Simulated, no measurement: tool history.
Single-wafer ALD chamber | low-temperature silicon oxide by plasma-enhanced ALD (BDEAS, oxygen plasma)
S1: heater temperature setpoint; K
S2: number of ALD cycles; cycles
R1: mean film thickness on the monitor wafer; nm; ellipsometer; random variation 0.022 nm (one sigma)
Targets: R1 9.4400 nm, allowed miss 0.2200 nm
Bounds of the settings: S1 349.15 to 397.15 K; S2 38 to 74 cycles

Run 1, hour 0.0: S1 373.15 K, S2 56 cycles. Result: R1 8.4602 nm.
Run 2, hour 7.9: S1 373.15 K, S2 53 cycles. Result: R1 8.0193 nm.
Run 3, hour 14.9: S1 377.15 K, S2 53 cycles. Result: R1 7.8724 nm.
Run 4, hour 21.0: S1 377.15 K, S2 47 cycles. Result: R1 6.9956 nm.
Run 5, hour 28.8: S1 372.15 K, S2 51 cycles. Result: R1 7.6967 nm.
Run 6, hour 36.1: S1 376.15 K, S2 51 cycles. Result: R1 7.6111 nm.
At hour 44.7: thermocouple changed; heater temperature recalibrated.
Run 7, hour 44.7: S1 372.15 K, S2 54 cycles. Result: R1 7.9984 nm.
Run 8, hour 49.2: S1 372.15 K, S2 57 cycles. Result: R1 8.4348 nm.
Run 9, hour 57.1: S1 371.15 K, S2 59 cycles. Result: R1 8.7345 nm.
Run 10, hour 58.7: S1 364.15 K, S2 64 cycles. Result: R1 9.7316 nm.
Run 11, hour 67.5: S1 365.15 K, S2 64 cycles. Result: R1 9.7111 nm.
Run 12, hour 70.9: S1 366.15 K, S2 64 cycles. Result: R1 9.6891 nm.

Which of these 4 next moves meets every target?
Run A, hour 74.3: S1 366.15 K, S2 65 cycles. Result: R1 ?.
Run B, hour 74.3: S1 356.15 K, S2 64 cycles. Result: R1 ?.
Run C, hour 74.3: S1 359.15 K, S2 61 cycles. Result: R1 ?.
Run D, hour 74.3: S1 373.15 K, S2 68 cycles. Result: R1 ?.

move       R1
   A   9.8098
   B   9.9829
   C   9.4223
   D  10.0220
A: further off than the last run
B: further off than the last run
C: meets every target
D: further off than the last run
Move C is the one to make.
